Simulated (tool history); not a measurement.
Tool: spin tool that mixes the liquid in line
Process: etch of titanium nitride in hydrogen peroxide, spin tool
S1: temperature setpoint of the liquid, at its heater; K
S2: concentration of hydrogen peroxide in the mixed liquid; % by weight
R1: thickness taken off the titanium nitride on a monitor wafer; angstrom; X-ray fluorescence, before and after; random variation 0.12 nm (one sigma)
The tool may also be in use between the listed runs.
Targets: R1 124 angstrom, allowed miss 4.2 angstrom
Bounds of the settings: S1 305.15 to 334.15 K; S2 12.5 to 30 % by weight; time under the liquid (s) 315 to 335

run 1 day=0 | S1=318.15 S2=23.5 time_under_the_liquid_(s)=315 | R1=152.49
run 2 day=0.171 | S1=317.65 S2=23.5 time_under_the_liquid_(s)=315 | R1=146.46
run 3 day=0.271 | S1=313.65 S2=23.5 time_under_the_liquid_(s)=315 | R1=107.74
run 4 day=0.421 | S1=313.65 S2=21.5 time_under_the_liquid_(s)=315 | R1=106.39
run 5 day=0.746 | S1=313.65 S2=21.5 time_under_the_liquid_(s)=315 | R1=105.31
run 6 day=0.867 | S1=313.65 S2=17.5 time_under_the_liquid_(s)=315 | R1=101.43
run 7 day=1.05 | S1=314.15 S2=17.5 time_under_the_liquid_(s)=315 | R1=104.48
run 8 day=1.229 | S1=314.15 S2=17.5 time_under_the_liquid_(s)=315 | R1=106.5
run 9 day=1.579 | S1=314.65 S2=17.5 time_under_the_liquid_(s)=315 | R1=108.9
run 10 day=1.688 | S1=315.15 S2=17.5 time_under_the_liquid_(s)=315 | R1=114.95
run 11 day=1.804 | S1=315.65 S2=17.5 time_under_the_liquid_(s)=315 | R1=117.41

Which of these 4 next moves meets every target?
run A day=1.921 | S1=316.65 S2=17 time_under_the_liquid_(s)=335 | R1=?
run B day=1.921 | S1=314.15 S2=19 time_under_the_liquid_(s)=335 | R1=?
run C day=1.921 | S1=315.65 S2=22.5 time_under_the_liquid_(s)=315 | R1=?
run D day=1.921 | S1=315.15 S2=16 time_under_the_liquid_(s)=320 | R1=?

move=A R1=135.52
move=B R1=114.8
move=C R1=125.47
move=D R1=114.1
A: takes the result that was furthest off past its target
B: further off than the last run
C: meets every target
D: further off than the last run
Answer: C
